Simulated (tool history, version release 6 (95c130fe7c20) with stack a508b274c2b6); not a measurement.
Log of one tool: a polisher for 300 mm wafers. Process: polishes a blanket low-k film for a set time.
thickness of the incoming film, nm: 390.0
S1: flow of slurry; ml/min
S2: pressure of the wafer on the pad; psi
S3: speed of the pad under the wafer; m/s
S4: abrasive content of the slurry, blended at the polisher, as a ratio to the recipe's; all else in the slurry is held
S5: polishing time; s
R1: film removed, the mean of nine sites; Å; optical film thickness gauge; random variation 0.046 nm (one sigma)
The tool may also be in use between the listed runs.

run   hour   S1   S2    S3   S4  S5       R1
  1    0.0  235  1.4  0.98  1.0  35   94.504
  2    8.7  235  1.4  1.14  1.0  35  107.820
  3   10.9  230  1.3  1.14  1.0  35   99.813
  4   17.0  230  1.6  1.14  1.0  35  122.620
      22.0  -- slurry blender recalibrated
  5   22.0  225  1.5  1.14  1.0  35  134.820
  6   23.6  245  1.5  1.14  1.0  35  138.510
  7   26.4  180  1.1  1.12  1.0  35   97.935
  8   31.3  205  1.1  1.12  1.0  35   98.571
  9   40.0  215  1.0  1.12  1.0  35   89.995
 10   46.8  225  0.9  1.12  1.0  35   81.766
 11   55.6  240  0.9  1.12  1.0  35   82.773
 12   59.3  245  0.9  1.12  1.0  35   82.126
 13   61.5  250  0.9  1.12  1.0  35   81.455
 14   67.3  260  0.9  1.12  1.0  35   82.658
 15   73.8  260  0.7  1.10  1.0  35   64.599
 16   75.6  255  0.7  1.10  1.0  35   63.336
 17   83.2  250  0.7  1.10  1.0  35   64.139
 18   85.4  245  0.7  1.10  1.0  35   64.070
 19   89.3  265  0.8  1.10  1.0  35   73.182
 20   92.0  265  0.7  1.10  1.0  35   64.721
 21   94.5  260  0.7  1.10  1.0  35   63.696
 22  103.2  255  0.7  1.10  1.0  35   64.790
 23  107.1  255  0.8  1.10  1.0  35   73.105
 24  112.1  260  0.7  1.10  1.0  35   65.396

Forecast run 25:
 25  113.6  250  0.7  1.10  1.0  35   ?

R1: 64.332 Å
